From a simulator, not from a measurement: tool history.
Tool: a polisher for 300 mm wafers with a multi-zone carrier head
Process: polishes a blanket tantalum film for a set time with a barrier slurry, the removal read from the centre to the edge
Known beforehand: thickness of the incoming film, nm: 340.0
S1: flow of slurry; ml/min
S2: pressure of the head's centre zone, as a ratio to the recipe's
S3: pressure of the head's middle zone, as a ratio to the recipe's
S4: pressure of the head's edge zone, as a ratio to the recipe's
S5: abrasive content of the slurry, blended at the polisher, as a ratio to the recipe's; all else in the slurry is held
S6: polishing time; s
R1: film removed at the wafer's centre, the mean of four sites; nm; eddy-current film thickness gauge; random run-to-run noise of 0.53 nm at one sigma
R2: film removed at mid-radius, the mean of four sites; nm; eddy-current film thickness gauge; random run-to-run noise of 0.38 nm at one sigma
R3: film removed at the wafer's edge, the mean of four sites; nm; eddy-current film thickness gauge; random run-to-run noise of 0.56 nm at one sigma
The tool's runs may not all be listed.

{"run": 1, "hour": 0.0, "S1": 260, "S2": 1.0, "S3": 1.0, "S4": 1.0, "S5": 1.0, "S6": 43, "R1": 74.193, "R2": 77.5, "R3": 73.386}
{"run": 2, "hour": 5.3, "S1": 260, "S2": 0.98, "S3": 1.0, "S4": 0.96, "S5": 0.85, "S6": 41, "R1": 66.547, "R2": 70.343, "R3": 66.511}
{"run": 3, "hour": 12.4, "S1": 260, "S2": 0.97, "S3": 1.01, "S4": 0.93, "S5": 0.75, "S6": 39, "R1": 60.538, "R2": 64.247, "R3": 58.728}
{"run": 4, "hour": 13.9, "S1": 260, "S2": 0.97, "S3": 1.01, "S4": 0.93, "S5": 0.75, "S6": 30, "R1": 46.305, "R2": 49.985, "R3": 46.457}
{"run": 5, "hour": 19.5, "S1": 260, "S2": 0.97, "S3": 1.01, "S4": 1.0, "S5": 0.75, "S6": 30, "R1": 46.275, "R2": 49.557, "R3": 47.001}
{"run": 6, "hour": 24.1, "S1": 260, "S2": 0.97, "S3": 1.01, "S4": 1.0, "S5": 0.75, "S6": 38, "R1": 58.785, "R2": 61.917, "R3": 59.47}
{"run": 7, "hour": 27.8, "S1": 255, "S2": 0.95, "S3": 1.02, "S4": 0.97, "S5": 0.7, "S6": 37, "R1": 55.718, "R2": 60.439, "R3": 56.442}
{"run": 8, "hour": 35.8, "S1": 255, "S2": 0.94, "S3": 1.03, "S4": 0.94, "S5": 0.65, "S6": 36, "R1": 51.645, "R2": 57.734, "R3": 53.038}
{"run": 9, "hour": 40.2, "S1": 250, "S2": 0.94, "S3": 1.03, "S4": 0.91, "S5": 0.6, "S6": 36, "R1": 50.738, "R2": 55.5, "R3": 51.291}

Forecast run 10:
{"run": 10, "hour": 43.9, "S1": 245, "S2": 0.93, "S3": 1.04, "S4": 0.89, "S5": 0.6, "S6": 36, "R1": "?", "R2": "?", "R3": "?"}

R1: 49.323 nm
R2: 56.426 nm
R3: 50.065 nm
